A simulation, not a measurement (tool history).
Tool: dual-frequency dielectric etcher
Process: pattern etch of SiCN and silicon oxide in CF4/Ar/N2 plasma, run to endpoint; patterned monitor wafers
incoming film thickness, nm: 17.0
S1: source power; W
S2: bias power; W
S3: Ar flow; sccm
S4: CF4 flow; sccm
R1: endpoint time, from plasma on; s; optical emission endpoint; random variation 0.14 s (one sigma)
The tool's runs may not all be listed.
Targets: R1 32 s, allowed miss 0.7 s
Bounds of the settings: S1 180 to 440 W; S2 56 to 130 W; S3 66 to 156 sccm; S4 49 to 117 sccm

run	hour	S1	S2	S3	S4	R1
1	0	310	93	111	83	24.336
2	6.5	290	92	111	83	26.146
3	12.5	290	92	111	75	26.93
4	15.8	260	92	111	75	30.118
5	22.6	260	92	94	75	29.721
6	29.1	280	92	94	75	27.23
7	37.9	270	92	94	75	28.467
8	44.1	260	92	94	75	29.713

5 next moves are on the table. One of them brings every result within its allowed miss. Which?
A	50.3	250	89	103	74	?
B	50.3	250	91	91	84	?
C	50.3	290	90	69	67	?
D	50.3	250	96	82	70	?
E	50.3	260	87	97	91	?

move	R1
A	32.002
B	30.733
C	26.017
D	30.819
E	29.519
A: meets every target
B: nearer than the last run, and not there yet
C: further off than the last run
D: nearer than the last run, and not there yet
E: further off than the last run
Answer: A
